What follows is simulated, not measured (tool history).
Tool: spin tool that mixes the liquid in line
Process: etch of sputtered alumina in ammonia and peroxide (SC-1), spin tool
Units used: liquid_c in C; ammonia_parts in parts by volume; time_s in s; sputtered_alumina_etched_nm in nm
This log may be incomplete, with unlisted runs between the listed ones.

run,day,liquid_c,ammonia_parts,time_s,sputtered_alumina_etched_nm
1,0.000,62.0,0.9,55,6.8097
2,0.183,69.0,0.9,55,9.6705
3,0.283,70.0,0.9,55,10.1360
4,0.567,70.0,0.9,55,10.1240
5,0.646,70.0,0.8,55,9.9045
6,1.025,69.5,0.8,55,9.7432
7,1.096,69.0,0.8,55,9.4763

Forecast run 8:
8,1.338,68.0,0.8,55,?

sputtered_alumina_etched_nm: 9.0382 nm
